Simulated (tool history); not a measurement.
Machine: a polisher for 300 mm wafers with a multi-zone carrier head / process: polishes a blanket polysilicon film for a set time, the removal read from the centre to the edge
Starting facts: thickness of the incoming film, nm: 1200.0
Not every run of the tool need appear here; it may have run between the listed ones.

run,hour,flow of slurry (ml/min),pressure of the head's centre zone,pressure of the head's middle zone,pressure of the head's edge zone,polishing time (s),film removed at the wafer's centre (angstrom),film removed at mid-radius (angstrom),film removed at the wafer's edge (angstrom)
1,0,280,1,1,1,57,2949,3046.1,2911.6
2,7.5,280,1,1,1,44,2278.2,2339.6,2206.1
3,12.4,345,1,1,1,44,2287.3,2377.2,2261.8
4,16.2,350,1,1,1.02,46,2453.9,2476.7,2441.6
5,17.9,350,1,1,1.02,59,3133.9,3255.7,3131.9
6,21.9,350,1,1,0.99,59,3110.1,3204.2,3023.2
7,27.1,350,1,1.01,1.01,59,3067.7,3217.6,2999.9
8,33.1,350,0.99,1.01,1.02,60,3115.9,3304.4,3101

Run 9, settings as shown, results not yet in. Your forecast:
9,40.9,350,0.98,1.01,1.04,61,?,?,?

film removed at the wafer's centre (angstrom): 3196.9
film removed at mid-radius (angstrom): 3377.6
film removed at the wafer's edge (angstrom): 3242.5
